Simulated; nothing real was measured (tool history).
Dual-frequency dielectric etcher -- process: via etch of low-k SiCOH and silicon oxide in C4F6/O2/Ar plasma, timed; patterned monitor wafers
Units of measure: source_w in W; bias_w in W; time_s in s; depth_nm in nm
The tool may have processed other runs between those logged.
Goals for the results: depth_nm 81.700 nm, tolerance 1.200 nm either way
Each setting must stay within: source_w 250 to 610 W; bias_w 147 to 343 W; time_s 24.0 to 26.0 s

| run | hour | source_w | bias_w | time_s | depth_nm |
|---|---|---|---|---|---|
| 1 | 0.0 | 430 | 245 | 26.0 | 72.903 |
| 2 | 8.1 | 430 | 219 | 26.0 | 70.548 |
| 3 | 15.3 | 480 | 222 | 26.0 | 73.886 |
| 4 | 16.7 | 510 | 222 | 26.0 | 75.420 |
| 5 | 25.4 | 540 | 224 | 26.0 | 77.122 |
| 6 | 28.5 | 540 | 242 | 26.0 | 78.938 |
| 7 | 36.5 | 550 | 243 | 26.0 | 79.981 |
| 8 | 41.7 | 560 | 244 | 26.0 | 80.353 |

Exercise: of the 5 proposed moves below, exactly one satisfies all targets within the stated allowed misses. Which move is it?
| A | 46.9 | 600 | 266 | 26.0 | ? |
| B | 46.9 | 610 | 229 | 25.5 | ? |
| C | 46.9 | 560 | 273 | 25.0 | ? |
| D | 46.9 | 610 | 232 | 26.0 | ? |
| E | 46.9 | 610 | 205 | 26.0 | ? |

| move | depth_nm |
|---|---|
| A | 84.693 |
| B | 79.709 |
| C | 80.109 |
| D | 81.600 |
| E | 78.569 |
A: the result that was furthest off in the last run now lies on the other side of its target
B: misses by more than the last run did
C: misses by more than the last run did
D: every result within its allowed miss
E: misses by more than the last run did
D is the move that brings every result within its allowed miss.

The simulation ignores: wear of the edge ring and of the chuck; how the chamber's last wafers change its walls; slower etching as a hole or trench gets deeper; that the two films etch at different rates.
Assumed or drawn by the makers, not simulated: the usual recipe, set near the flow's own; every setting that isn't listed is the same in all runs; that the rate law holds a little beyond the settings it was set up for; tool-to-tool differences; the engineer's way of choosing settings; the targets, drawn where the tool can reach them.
